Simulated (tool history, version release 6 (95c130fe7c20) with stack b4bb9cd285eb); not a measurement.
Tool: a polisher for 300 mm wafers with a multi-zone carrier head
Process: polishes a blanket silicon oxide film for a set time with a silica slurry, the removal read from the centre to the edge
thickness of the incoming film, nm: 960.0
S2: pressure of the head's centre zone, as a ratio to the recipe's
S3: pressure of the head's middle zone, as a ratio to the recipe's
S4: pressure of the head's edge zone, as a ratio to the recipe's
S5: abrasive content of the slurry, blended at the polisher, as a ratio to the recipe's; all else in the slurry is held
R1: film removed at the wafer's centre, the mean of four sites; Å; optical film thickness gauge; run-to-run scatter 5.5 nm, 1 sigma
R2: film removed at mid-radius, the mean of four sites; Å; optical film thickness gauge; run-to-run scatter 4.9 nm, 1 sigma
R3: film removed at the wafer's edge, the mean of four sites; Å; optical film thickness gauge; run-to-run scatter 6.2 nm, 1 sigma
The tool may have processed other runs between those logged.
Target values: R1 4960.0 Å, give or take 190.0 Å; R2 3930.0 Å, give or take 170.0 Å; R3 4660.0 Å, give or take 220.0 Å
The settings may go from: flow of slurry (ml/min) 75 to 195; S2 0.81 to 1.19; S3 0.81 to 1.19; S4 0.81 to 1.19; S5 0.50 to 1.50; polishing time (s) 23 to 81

run 1 hour=0.0 | flow_of_slurry_(ml/min)=125 S2=1.00 S3=1.00 S4=1.00 S5=1.00 polishing_time_(s)=52 | R1=2890.9 R2=3062.5 R3=2989.6
run 2 hour=2.2 | flow_of_slurry_(ml/min)=135 S2=1.00 S3=1.00 S4=1.00 S5=1.00 polishing_time_(s)=52 | R1=2855.5 R2=3065.3 R3=3044.8
run 3 hour=5.6 | flow_of_slurry_(ml/min)=135 S2=1.02 S3=0.98 S4=1.01 S5=1.05 polishing_time_(s)=53 | R1=3028.6 R2=3117.0 R3=3109.3
run 4 hour=7.8 | flow_of_slurry_(ml/min)=135 S2=1.08 S3=0.98 S4=1.01 S5=1.05 polishing_time_(s)=53 | R1=3257.6 R2=3070.5 R3=3133.9
run 5 hour=14.1 | flow_of_slurry_(ml/min)=140 S2=1.09 S3=0.97 S4=1.03 S5=1.10 polishing_time_(s)=54 | R1=3431.7 R2=3212.1 R3=3241.2
run 6 hour=15.3 | flow_of_slurry_(ml/min)=140 S2=1.09 S3=0.97 S4=1.03 S5=1.25 polishing_time_(s)=54 | R1=3619.0 R2=3423.9 R3=3507.1
run 7 hour=16.3 | flow_of_slurry_(ml/min)=140 S2=1.10 S3=0.95 S4=1.05 S5=1.30 polishing_time_(s)=55 | R1=3784.7 R2=3559.0 R3=3617.7
run 8 hour=25.2 | flow_of_slurry_(ml/min)=140 S2=1.11 S3=0.93 S4=1.07 S5=1.35 polishing_time_(s)=56 | R1=4030.4 R2=3657.9 R3=3853.2
run 9 hour=33.5 | flow_of_slurry_(ml/min)=175 S2=1.17 S3=0.86 S4=1.17 S5=1.50 polishing_time_(s)=56 | R1=4545.0 R2=3608.8 R3=4285.6
run 10 hour=35.4 | flow_of_slurry_(ml/min)=175 S2=1.17 S3=0.86 S4=1.17 S5=1.50 polishing_time_(s)=57 | R1=4578.1 R2=3585.7 R3=4339.9

5 candidate next runs follow, results not yet known. Just one meets every target within its allowed miss. Identify it.
run A hour=37.3 | flow_of_slurry_(ml/min)=100 S2=1.01 S3=0.89 S4=1.19 S5=1.50 polishing_time_(s)=70 | R1=? R2=? R3=?
run B hour=37.3 | flow_of_slurry_(ml/min)=190 S2=1.17 S3=0.87 S4=1.17 S5=1.40 polishing_time_(s)=62 | R1=? R2=? R3=?
run C hour=37.3 | flow_of_slurry_(ml/min)=175 S2=1.14 S3=0.98 S4=1.11 S5=1.50 polishing_time_(s)=62 | R1=? R2=? R3=?
run D hour=37.3 | flow_of_slurry_(ml/min)=165 S2=1.06 S3=0.89 S4=1.19 S5=1.45 polishing_time_(s)=61 | R1=? R2=? R3=?
run E hour=37.3 | flow_of_slurry_(ml/min)=175 S2=1.07 S3=0.83 S4=1.09 S5=1.45 polishing_time_(s)=64 | R1=? R2=? R3=?

move=A R1=4446.1 R2=4262.7 R3=5133.6
move=B R1=4894.1 R2=3923.6 R3=4659.6
move=C R1=4846.1 R2=4407.2 R3=4618.0
move=D R1=4334.6 R2=3921.2 R3=4629.7
move=E R1=4627.6 R2=3913.7 R3=4671.5
A: carries the result that was furthest off beyond its target, to the other side
B: in spec on every target
C: carries the result that was furthest off beyond its target, to the other side
D: meets the target for the result that was furthest off, but another lies outside its allowed miss
E: meets the target for the result that was furthest off, but another lies outside its allowed miss
B meets every target.
